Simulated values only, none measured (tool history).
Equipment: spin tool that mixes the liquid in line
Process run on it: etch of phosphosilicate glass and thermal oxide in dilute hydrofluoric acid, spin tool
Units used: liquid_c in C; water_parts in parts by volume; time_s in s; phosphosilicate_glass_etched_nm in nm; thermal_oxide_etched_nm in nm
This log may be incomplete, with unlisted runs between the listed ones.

run	day	liquid_c	water_parts	time_s	phosphosilicate_glass_etched_nm	thermal_oxide_etched_nm
1	0	24	75	30	80.951	1.9886
2	0.038	24	95	30	61.704	1.5055
3	0.1	24	85	30	70.198	1.7554
4	0.446	22.5	85	30	66.443	1.6259
5	0.692	22.5	85	35	77.745	1.8885
6	1.058	23.5	85	35	80.558	1.98
7	1.133	24	85	35	82.622	2.0278

For run 8, what comes out?
8	1.304	24.5	85	35	?	?

phosphosilicate_glass_etched_nm: 84.177 nm
thermal_oxide_etched_nm: 2.0398 nm

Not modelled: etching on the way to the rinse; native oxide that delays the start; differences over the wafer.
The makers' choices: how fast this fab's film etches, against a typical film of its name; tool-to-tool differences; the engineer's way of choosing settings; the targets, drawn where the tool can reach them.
